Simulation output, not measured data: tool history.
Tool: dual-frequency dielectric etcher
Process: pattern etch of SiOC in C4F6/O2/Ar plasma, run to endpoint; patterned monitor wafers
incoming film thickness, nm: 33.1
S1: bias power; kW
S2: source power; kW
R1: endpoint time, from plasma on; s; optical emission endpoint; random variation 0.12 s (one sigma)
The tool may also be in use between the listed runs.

| run | hour | S1 | S2 | R1 |
|---|---|---|---|---|
| 1 | 0 | 0.608 | 0.44 | 10.683 |
| 2 | 3.2 | 0.513 | 0.44 | 11.465 |
| 3 | 7.1 | 0.493 | 0.42 | 11.715 |
| 4 | 15.1 | 0.493 | 0.37 | 12.638 |
| 5 | 23.6 | 0.586 | 0.37 | 11.77 |
| 6 | 24.4 | 0.563 | 0.36 | 11.978 |
| 7 | 25.8 | 0.542 | 0.35 | 12.215 |
| 8 | 30.3 | 0.523 | 0.34 | 12.85 |
| 9 | 34.3 | 0.51 | 0.34 | 12.982 |
| 10 | 38.8 | 0.498 | 0.34 | 13.185 |
| 11 | 45.8 | 0.489 | 0.34 | 13.101 |
| 12 | 51.3 | 0.478 | 0.34 | 12.961 |
| 13 | 59.8 | 0.467 | 0.33 | 13.538 |
| 14 | 65.7 | 0.461 | 0.33 | 13.497 |

Run 15 comes next. What will it give?
| 15 | 66.5 | 0.392 | 0.31 | ? |

R1: 14.51 s
